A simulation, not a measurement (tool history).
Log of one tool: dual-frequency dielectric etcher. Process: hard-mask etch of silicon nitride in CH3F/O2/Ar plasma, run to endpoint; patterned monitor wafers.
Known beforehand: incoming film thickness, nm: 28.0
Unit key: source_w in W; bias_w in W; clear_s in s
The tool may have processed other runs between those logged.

Run 1, hour 0: source_w 290 W, bias_w 86 W. Result: clear_s 42.898 s.
Run 2, hour 5.8: source_w 310 W, bias_w 90 W. Result: clear_s 40.687 s.
Run 3, hour 8.5: source_w 280 W, bias_w 90 W. Result: clear_s 42.803 s.
Run 4, hour 16: source_w 310 W, bias_w 92 W. Result: clear_s 40.68 s.
Run 5, hour 20.9: source_w 330 W, bias_w 94 W. Result: clear_s 39.01 s.
Run 6, hour 27.1: source_w 340 W, bias_w 95 W. Result: clear_s 38.524 s.
Run 7, hour 30.6: source_w 350 W, bias_w 96 W. Result: clear_s 38.777 s.

Predict the results of run 8:
Run 8, hour 37.1: source_w 360 W, bias_w 100 W. Result: clear_s ?.

For run 8 the tool returned clear_s 37.211 s.

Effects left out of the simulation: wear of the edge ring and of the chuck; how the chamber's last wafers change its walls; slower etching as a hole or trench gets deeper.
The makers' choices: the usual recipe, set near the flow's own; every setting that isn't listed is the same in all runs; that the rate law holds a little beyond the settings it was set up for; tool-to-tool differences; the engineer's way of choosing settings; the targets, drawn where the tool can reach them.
